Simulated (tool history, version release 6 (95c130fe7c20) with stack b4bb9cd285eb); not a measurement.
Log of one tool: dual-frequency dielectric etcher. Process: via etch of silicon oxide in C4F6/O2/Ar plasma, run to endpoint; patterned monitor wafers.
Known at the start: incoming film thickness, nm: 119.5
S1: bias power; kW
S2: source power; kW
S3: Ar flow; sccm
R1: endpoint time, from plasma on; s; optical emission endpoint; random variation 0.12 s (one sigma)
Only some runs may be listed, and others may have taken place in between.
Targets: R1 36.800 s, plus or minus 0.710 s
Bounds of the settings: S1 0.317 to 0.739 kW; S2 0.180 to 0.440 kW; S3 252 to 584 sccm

run	hour	S1	S2	S3	R1
1	0.0	0.528	0.310	418	31.402
2	1.5	0.588	0.310	418	30.226
3	8.8	0.564	0.310	419	30.609
4	12.6	0.541	0.310	420	31.159
# hour 17.2: bias power generator calibrated
5	17.2	0.541	0.310	383	30.336
6	22.0	0.541	0.340	383	29.490
7	24.9	0.521	0.330	386	30.160
8	26.5	0.503	0.320	388	30.942
9	30.2	0.486	0.310	390	31.804
10	35.5	0.471	0.310	391	32.211
11	40.9	0.457	0.310	392	32.545
12	49.4	0.444	0.310	393	33.054
13	53.4	0.432	0.310	393	33.200
14	58.2	0.421	0.310	394	33.674
15	62.4	0.411	0.310	394	33.811
16	66.0	0.402	0.310	395	34.314
17	70.7	0.394	0.310	395	34.559

5 next moves are on the table. One of them brings every result within its allowed miss. Which?
A	75.4	0.463	0.300	406	?
B	75.4	0.408	0.310	408	?
C	75.4	0.533	0.290	412	?
D	75.4	0.350	0.300	416	?
E	75.4	0.432	0.340	356	?

move	R1
A	32.803
B	34.125
C	31.416
D	36.780
E	31.731
A: moves away from the targets compared with the last run
B: moves away from the targets compared with the last run
C: moves away from the targets compared with the last run
D: each result inside its tolerance
E: moves away from the targets compared with the last run
D is the move that brings every result within its allowed miss.

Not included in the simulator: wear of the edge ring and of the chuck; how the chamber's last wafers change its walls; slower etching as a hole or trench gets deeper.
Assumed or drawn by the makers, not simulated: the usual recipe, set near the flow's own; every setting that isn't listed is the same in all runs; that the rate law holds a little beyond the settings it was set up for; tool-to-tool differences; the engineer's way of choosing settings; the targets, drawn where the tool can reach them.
